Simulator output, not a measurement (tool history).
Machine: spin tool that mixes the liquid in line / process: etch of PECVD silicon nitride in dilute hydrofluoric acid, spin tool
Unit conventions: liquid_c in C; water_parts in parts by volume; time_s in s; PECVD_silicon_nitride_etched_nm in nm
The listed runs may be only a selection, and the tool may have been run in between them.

run,hour,liquid_c,water_parts,time_s,PECVD_silicon_nitride_etched_nm
1,0.0,23.0,180,55,1.5649
2,3.5,23.0,180,55,1.5775
3,6.6,20.5,180,55,1.3274
4,11.1,22.5,160,55,1.6995
5,16.4,19.5,160,55,1.4025
6,18.5,21.5,145,55,1.7537

What does the tool deliver on the next run?
7,24.3,23.5,135,55,?

{"run 7": {"PECVD_silicon_nitride_etched_nm": 2.1248}}
